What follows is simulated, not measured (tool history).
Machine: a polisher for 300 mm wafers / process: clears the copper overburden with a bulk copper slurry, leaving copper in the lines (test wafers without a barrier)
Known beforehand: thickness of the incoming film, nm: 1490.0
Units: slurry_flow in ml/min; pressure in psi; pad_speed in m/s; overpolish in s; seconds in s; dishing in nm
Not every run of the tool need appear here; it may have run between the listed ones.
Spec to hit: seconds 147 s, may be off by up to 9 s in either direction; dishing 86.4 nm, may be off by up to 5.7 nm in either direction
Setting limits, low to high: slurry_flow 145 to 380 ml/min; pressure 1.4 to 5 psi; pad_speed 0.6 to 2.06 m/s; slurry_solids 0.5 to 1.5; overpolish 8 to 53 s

| run | hour | slurry_flow | pressure | pad_speed | slurry_solids | overpolish | seconds | dishing |
|---|---|---|---|---|---|---|---|---|
| 1 | 0 | 245 | 3.2 | 1.32 | 1 | 27 | 107.13 | 132.62 |
| 2 | 1.7 | 245 | 3.2 | 1.02 | 1 | 27 | 138.53 | 120.34 |
| 3 | 3.4 | 250 | 3 | 1.06 | 1.05 | 24 | 138.14 | 109.01 |
| 4 | 3.9 | 250 | 3.5 | 1.06 | 1.05 | 24 | 123.14 | 117.07 |
| 5 | 8.1 | 250 | 3.5 | 1.06 | 0.95 | 24 | 123.83 | 120.44 |
| 6 | 15.6 | 250 | 3.5 | 1.06 | 1.05 | 24 | 126.51 | 121.59 |
| 7 | 23.4 | 250 | 3.4 | 1.06 | 1.05 | 22 | 125.24 | 114.07 |
| 8 | 25.5 | 250 | 3.3 | 1.06 | 1.05 | 20 | 128.55 | 104.07 |
| 9 | 28.9 | 250 | 3.2 | 1.06 | 1.05 | 19 | 132.48 | 104.07 |
| 10 | 31.7 | 250 | 3.1 | 1.06 | 1.05 | 18 | 133.82 | 98.401 |
| 11 | 34.3 | 250 | 3 | 1.06 | 1.05 | 18 | 137.45 | 96.629 |
| 12 | 37.8 | 250 | 2.9 | 1.06 | 1.05 | 18 | 144.49 | 96.271 |
| 13 | 39.9 | 250 | 2.9 | 1.06 | 1.05 | 17 | 144.25 | 92.354 |
| 14 | 48.1 | 250 | 2.8 | 1.08 | 1.05 | 12 | 142.39 | 73.723 |
| 15 | 52.6 | 250 | 2.8 | 1.06 | 1.05 | 13 | 142.79 | 79.752 |

4 candidate next runs follow, results not yet known. Just one meets every target within its allowed miss. Identify it.
| A | 57.1 | 250 | 3 | 1.16 | 1 | 10 | ? | ? |
| B | 57.1 | 205 | 2.1 | 1.32 | 1.1 | 17 | ? | ? |
| C | 57.1 | 200 | 2.8 | 0.9 | 1.15 | 15 | ? | ? |
| D | 57.1 | 235 | 2.5 | 1.14 | 1.1 | 12 | ? | ? |

| move | seconds | dishing |
|---|---|---|
| A | 129.44 | 71.674 |
| B | 147.05 | 89.358 |
| C | 172.25 | 77.333 |
| D | 148.5 | 72.944 |
A: moves away from the targets compared with the last run
B: meets every target
C: moves away from the targets compared with the last run
D: moves away from the targets compared with the last run
So the answer is move B, the one that meets all the targets.
